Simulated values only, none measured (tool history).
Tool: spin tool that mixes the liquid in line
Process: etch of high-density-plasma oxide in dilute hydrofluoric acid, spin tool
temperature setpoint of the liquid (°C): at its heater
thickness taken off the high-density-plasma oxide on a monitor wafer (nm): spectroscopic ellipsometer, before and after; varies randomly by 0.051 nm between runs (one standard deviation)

| run | hour | temperature setpoint of the liquid (°C) | parts of water to one part of 49 % hydrofluoric acid (parts by volume) | time under the liquid (s) | thickness taken off the high-density-plasma oxide on a monitor wafer (nm) |
|---|---|---|---|---|---|
| 1 | 0.0 | 23.0 | 110 | 90 | 6.1430 |
| 2 | 1.0 | 23.0 | 90 | 90 | 7.9015 |
| 3 | 5.2 | 21.5 | 95 | 90 | 6.8401 |
| 4 | 14.1 | 20.5 | 95 | 90 | 6.7502 |
| 5 | 18.1 | 22.0 | 95 | 90 | 7.1323 |
| 6 | 25.6 | 22.0 | 110 | 90 | 5.9697 |
| 7 | 28.1 | 21.5 | 110 | 90 | 5.8153 |

Run 8 comes next. What will it give?
| 8 | 34.6 | 21.0 | 110 | 90 | ? |

{"run 8": {"thickness taken off the high-density-plasma oxide on a monitor wafer (nm)": 5.7797}}
